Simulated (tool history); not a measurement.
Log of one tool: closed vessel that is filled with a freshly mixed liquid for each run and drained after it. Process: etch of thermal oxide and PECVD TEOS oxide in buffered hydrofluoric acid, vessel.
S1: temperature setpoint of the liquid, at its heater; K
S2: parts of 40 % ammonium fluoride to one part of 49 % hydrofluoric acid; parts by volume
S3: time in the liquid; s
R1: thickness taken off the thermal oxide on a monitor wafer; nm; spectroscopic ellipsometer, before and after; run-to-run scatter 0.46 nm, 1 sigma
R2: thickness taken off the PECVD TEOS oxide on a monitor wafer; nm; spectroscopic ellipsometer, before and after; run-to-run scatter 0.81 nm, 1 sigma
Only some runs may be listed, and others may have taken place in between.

Run 1, hour 0.0: S1 297.15 K, S2 13.5 parts by volume, S3 60 s. Result: R1 53.276 nm, R2 83.352 nm.
Run 2, hour 8.4: S1 299.15 K, S2 13.5 parts by volume, S3 60 s. Result: R1 58.042 nm, R2 92.538 nm.
Run 3, hour 15.8: S1 299.15 K, S2 13.5 parts by volume, S3 70 s. Result: R1 69.249 nm, R2 108.410 nm.
Run 4, hour 18.2: S1 299.65 K, S2 13.5 parts by volume, S3 70 s. Result: R1 71.377 nm, R2 112.720 nm.
Run 5, hour 24.1: S1 300.15 K, S2 13.5 parts by volume, S3 70 s. Result: R1 72.375 nm, R2 115.830 nm.
Run 6, hour 26.1: S1 300.15 K, S2 13.5 parts by volume, S3 90 s. Result: R1 93.155 nm, R2 148.140 nm.
Run 7, hour 34.4: S1 299.15 K, S2 13.5 parts by volume, S3 90 s. Result: R1 87.599 nm, R2 139.560 nm.
Run 8, hour 42.4: S1 299.15 K, S2 13.5 parts by volume, S3 90 s. Result: R1 87.333 nm, R2 137.780 nm.
Run 9, hour 51.0: S1 298.65 K, S2 13.5 parts by volume, S3 90 s. Result: R1 86.430 nm, R2 134.010 nm.

Run 10 comes next. What will it give?
Run 10, hour 54.7: S1 298.65 K, S2 14.0 parts by volume, S3 90 s. Result: R1 ?, R2 ?.

{"run 10": {"R1": 82.676, "R2": 129.21}}

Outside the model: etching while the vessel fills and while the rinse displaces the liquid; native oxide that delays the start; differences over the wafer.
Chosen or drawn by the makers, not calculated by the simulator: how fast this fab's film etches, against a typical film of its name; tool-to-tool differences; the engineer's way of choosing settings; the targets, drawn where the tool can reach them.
